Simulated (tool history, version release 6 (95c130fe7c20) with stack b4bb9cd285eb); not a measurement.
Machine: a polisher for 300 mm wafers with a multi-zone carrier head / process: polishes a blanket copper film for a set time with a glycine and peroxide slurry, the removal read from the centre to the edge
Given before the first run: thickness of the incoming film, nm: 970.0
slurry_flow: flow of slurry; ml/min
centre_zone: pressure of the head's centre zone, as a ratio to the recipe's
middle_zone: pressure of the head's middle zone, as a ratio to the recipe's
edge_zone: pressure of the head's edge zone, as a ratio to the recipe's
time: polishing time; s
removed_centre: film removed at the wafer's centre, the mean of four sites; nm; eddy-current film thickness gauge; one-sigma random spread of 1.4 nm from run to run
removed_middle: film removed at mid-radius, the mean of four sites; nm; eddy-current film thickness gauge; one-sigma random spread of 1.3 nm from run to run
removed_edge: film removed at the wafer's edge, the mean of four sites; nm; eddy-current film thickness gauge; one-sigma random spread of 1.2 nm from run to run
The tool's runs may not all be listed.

run  hour  slurry_flow  centre_zone  middle_zone  edge_zone  time  removed_centre  removed_middle  removed_edge
  1     0          190            1            1          1    41          184.64          193.41        200.46
  2   6.1          190         1.08            1          1    41          204.75          193.32        195.43
  3  14.3          230         1.08            1          1    41          212.31          200.89        201.63
  4  20.2          250         1.08            1          1    41          211.85          203.56         202.5
  5  23.3          215         1.08            1          1    41          210.31          197.82        199.34
  6  26.6          215         1.04            1          1    41          199.57          200.45        194.01
  7  27.8          195         1.02         0.96          1    36           169.9          169.07        168.12
  8  35.8          180            1         0.93       1.04    33          147.51          145.59        158.77
  9  41.4          175         0.99         0.91       1.05    30          135.89          129.26        145.32
 10  45.3          170         0.98         0.89       1.05    28           124.1          118.84        135.34
 11  53.1          165         0.97         0.87       1.05    27          114.96          109.04        129.02
 12    60          160         0.97         0.86       1.03    26          108.28          108.15        122.67

Run 13 has not been measured yet. What should we expect?
 13  68.6          160         0.97         0.85       1.04    25               ?               ?             ?

{"run 13": {"removed_centre": 108.95, "removed_middle": 101.25, "removed_edge": 118.69}}
